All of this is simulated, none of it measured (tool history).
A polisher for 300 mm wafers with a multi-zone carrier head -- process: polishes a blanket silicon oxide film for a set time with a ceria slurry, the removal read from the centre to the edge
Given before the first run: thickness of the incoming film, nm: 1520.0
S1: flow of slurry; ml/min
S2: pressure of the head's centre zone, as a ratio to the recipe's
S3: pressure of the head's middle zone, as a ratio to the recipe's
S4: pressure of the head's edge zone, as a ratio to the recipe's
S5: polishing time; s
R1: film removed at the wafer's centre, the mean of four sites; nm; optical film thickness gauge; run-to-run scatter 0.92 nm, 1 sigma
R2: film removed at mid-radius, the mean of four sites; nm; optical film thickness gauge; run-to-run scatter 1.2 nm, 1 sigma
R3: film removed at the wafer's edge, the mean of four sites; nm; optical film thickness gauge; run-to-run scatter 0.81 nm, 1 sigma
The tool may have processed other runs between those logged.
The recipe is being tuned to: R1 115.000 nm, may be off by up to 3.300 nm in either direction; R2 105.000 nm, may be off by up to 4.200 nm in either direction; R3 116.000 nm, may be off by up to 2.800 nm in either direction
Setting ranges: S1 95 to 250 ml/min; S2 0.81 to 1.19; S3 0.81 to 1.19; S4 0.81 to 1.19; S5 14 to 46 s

run,hour,S1,S2,S3,S4,S5,R1,R2,R3
1,0.0,160,1.00,1.00,1.00,30,85.093,81.013,83.477
2,3.1,160,1.00,1.00,1.00,25,71.029,67.126,69.834
3,11.9,160,1.00,0.92,1.00,25,70.581,62.430,70.037
4,20.0,170,1.01,0.94,1.05,29,84.078,74.758,84.855
5,26.4,170,1.01,0.94,1.05,26,75.106,67.064,75.032
6,27.2,180,1.02,0.96,1.08,29,85.721,77.448,84.793
7,33.5,180,1.02,0.96,1.10,32,94.625,84.969,95.876
8,35.6,190,1.03,0.97,1.12,33,99.645,89.247,99.757
9,41.7,195,1.03,0.98,1.14,34,101.930,93.573,104.110

Next run, 4 choices. One meets every target within its allowed miss, the rest don't. Which?
A,47.8,240,1.03,1.00,1.19,34,?,?,?
B,47.8,190,1.04,0.96,1.14,36,?,?,?
C,47.8,205,1.04,0.99,1.13,38,?,?,?
D,47.8,185,1.05,0.97,1.16,36,?,?,?

move,R1,R2,R3
A,105.120,97.279,108.650
B,107.840,96.246,109.960
C,115.360,105.500,116.570
D,107.940,96.653,110.500
A: closer than the last run, but not yet in spec
B: closer than the last run, but not yet in spec
C: every result lands within tolerance
D: closer than the last run, but not yet in spec
C is the move that brings every result within its allowed miss.
